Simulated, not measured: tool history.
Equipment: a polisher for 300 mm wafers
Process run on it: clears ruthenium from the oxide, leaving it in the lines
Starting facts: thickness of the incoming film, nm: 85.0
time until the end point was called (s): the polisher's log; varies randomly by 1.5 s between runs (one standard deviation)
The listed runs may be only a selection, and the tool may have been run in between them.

| run | hour | flow of slurry (ml/min) | pressure of the wafer on the pad (psi) | speed of the pad under the wafer (m/s) | overpolish time after the end point (s) | time until the end point was called (s) |
|---|---|---|---|---|---|---|
| 1 | 0 | 175 | 2.4 | 0.8 | 50 | 70.772 |
| 2 | 5.2 | 145 | 2.4 | 0.8 | 50 | 71.946 |
| 3 | 12.4 | 145 | 2.4 | 0.72 | 50 | 78.602 |
| 4 | 17.7 | 145 | 2.4 | 0.72 | 50 | 79.802 |
|  | 18.8 | worn pad replaced by a new one |
| 5 | 18.8 | 145 | 2.4 | 0.72 | 54 | 75.546 |
| 6 | 22.1 | 145 | 2.2 | 0.72 | 54 | 78.291 |
| 7 | 28.8 | 145 | 2 | 0.68 | 54 | 91.008 |
| 8 | 29.5 | 145 | 1.9 | 0.68 | 54 | 91.69 |
| 9 | 31.4 | 145 | 1.8 | 0.68 | 54 | 94.861 |
| 10 | 35.6 | 145 | 1.7 | 0.68 | 54 | 100.38 |

Forecast run 11:
| 11 | 42.4 | 145 | 1.6 | 0.68 | 54 | ? |

Run 11 gave time until the end point was called (s) 103.48.
